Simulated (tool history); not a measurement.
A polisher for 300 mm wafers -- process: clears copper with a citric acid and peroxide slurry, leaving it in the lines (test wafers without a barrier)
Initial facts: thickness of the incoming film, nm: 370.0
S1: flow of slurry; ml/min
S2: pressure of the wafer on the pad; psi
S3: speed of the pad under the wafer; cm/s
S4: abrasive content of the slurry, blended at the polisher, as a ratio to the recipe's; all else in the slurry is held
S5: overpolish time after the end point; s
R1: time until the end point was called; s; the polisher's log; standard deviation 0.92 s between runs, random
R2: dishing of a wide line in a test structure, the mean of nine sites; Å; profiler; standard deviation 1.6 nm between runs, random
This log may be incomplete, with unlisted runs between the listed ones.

run,hour,S1,S2,S3,S4,S5,R1,R2
1,0.0,245,3.5,106,1.0,26,144.900,463.64
2,3.2,245,2.8,106,1.0,26,178.970,367.61
3,10.1,245,2.8,106,1.1,26,174.950,375.37
4,15.2,245,3.2,106,1.1,25,155.250,382.92
5,16.4,245,3.5,106,1.1,25,137.380,423.80
6,20.4,245,3.7,106,1.1,25,134.360,447.96
7,28.1,245,3.9,106,1.1,25,129.660,475.14
8,32.3,245,4.1,106,1.1,25,119.580,513.53
9,36.1,245,4.3,106,1.1,25,115.420,513.57
10,42.5,245,4.5,106,1.1,25,109.090,542.47
11,47.9,245,4.6,106,1.1,25,108.470,546.13
12,48.8,245,4.7,106,1.1,25,105.840,563.61
13,53.9,245,4.8,106,1.1,25,104.390,568.60

Estimate the outcome of run 14 from the log above:
14,56.6,245,4.9,108,1.1,25,?,?

R1: 98.691 s
R2: 609.43 Å

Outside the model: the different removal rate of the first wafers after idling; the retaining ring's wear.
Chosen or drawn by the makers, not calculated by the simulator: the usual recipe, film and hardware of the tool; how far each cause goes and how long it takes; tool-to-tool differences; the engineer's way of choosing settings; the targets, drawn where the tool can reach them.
